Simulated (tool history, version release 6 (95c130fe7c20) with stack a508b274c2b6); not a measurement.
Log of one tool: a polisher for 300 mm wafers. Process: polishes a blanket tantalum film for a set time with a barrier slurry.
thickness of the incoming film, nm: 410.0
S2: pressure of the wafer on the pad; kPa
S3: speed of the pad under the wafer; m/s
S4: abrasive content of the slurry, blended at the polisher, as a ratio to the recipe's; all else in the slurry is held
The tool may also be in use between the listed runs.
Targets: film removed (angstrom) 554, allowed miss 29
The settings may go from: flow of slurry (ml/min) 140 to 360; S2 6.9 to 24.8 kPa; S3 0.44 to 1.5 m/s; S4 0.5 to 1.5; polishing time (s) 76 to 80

Run 1, hour 0: flow of slurry (ml/min) 230, S2 15.9 kPa, S3 0.96 m/s, S4 1, polishing time (s) 76. Result: film removed (angstrom) 1270.
Run 2, hour 2.5: flow of slurry (ml/min) 230, S2 19.3 kPa, S3 0.96 m/s, S4 1, polishing time (s) 76. Result: film removed (angstrom) 1527.2.
Run 3, hour 5.9: flow of slurry (ml/min) 230, S2 15.9 kPa, S3 0.86 m/s, S4 1, polishing time (s) 76. Result: film removed (angstrom) 1130.6.
Run 4, hour 10: flow of slurry (ml/min) 230, S2 19.3 kPa, S3 0.86 m/s, S4 1, polishing time (s) 76. Result: film removed (angstrom) 1331.6.
Run 5, hour 14.3: flow of slurry (ml/min) 230, S2 16.5 kPa, S3 0.8 m/s, S4 1, polishing time (s) 76. Result: film removed (angstrom) 1092.2.
Run 6, hour 17.5: flow of slurry (ml/min) 230, S2 16.5 kPa, S3 0.8 m/s, S4 1, polishing time (s) 80. Result: film removed (angstrom) 1139.4.
Run 7, hour 18.6: flow of slurry (ml/min) 230, S2 13.8 kPa, S3 0.74 m/s, S4 1, polishing time (s) 80. Result: film removed (angstrom) 886.86.
Run 8, hour 19.4: flow of slurry (ml/min) 230, S2 11.7 kPa, S3 0.72 m/s, S4 1, polishing time (s) 80. Result: film removed (angstrom) 742.09.
Run 9, hour 21.8: flow of slurry (ml/min) 230, S2 10.3 kPa, S3 0.72 m/s, S4 1, polishing time (s) 80. Result: film removed (angstrom) 647.63.
Run 10, hour 23.1: flow of slurry (ml/min) 230, S2 9.7 kPa, S3 0.72 m/s, S4 1, polishing time (s) 80. Result: film removed (angstrom) 612.11.

Which of these 5 next moves meets every target?
Run A, hour 24.4: flow of slurry (ml/min) 255, S2 11.7 kPa, S3 0.64 m/s, S4 0.95, polishing time (s) 80. Result: film removed (angstrom) ?.
Run B, hour 24.4: flow of slurry (ml/min) 230, S2 6.9 kPa, S3 0.9 m/s, S4 1.05, polishing time (s) 79. Result: film removed (angstrom) ?.
Run C, hour 24.4: flow of slurry (ml/min) 210, S2 10.3 kPa, S3 0.76 m/s, S4 1.05, polishing time (s) 80. Result: film removed (angstrom) ?.
Run D, hour 24.4: flow of slurry (ml/min) 200, S2 12.4 kPa, S3 0.56 m/s, S4 1.2, polishing time (s) 79. Result: film removed (angstrom) ?.
Run E, hour 24.4: flow of slurry (ml/min) 200, S2 7.6 kPa, S3 1.04 m/s, S4 1.1, polishing time (s) 76. Result: film removed (angstrom) ?.

move  film removed (angstrom)
   A                   665.66
   B                   558.32
   C                   699.77
   D                   627.72
   E                   674.67
A: further off than the last run
B: meets every target
C: further off than the last run
D: further off than the last run
E: further off than the last run
Answer: B
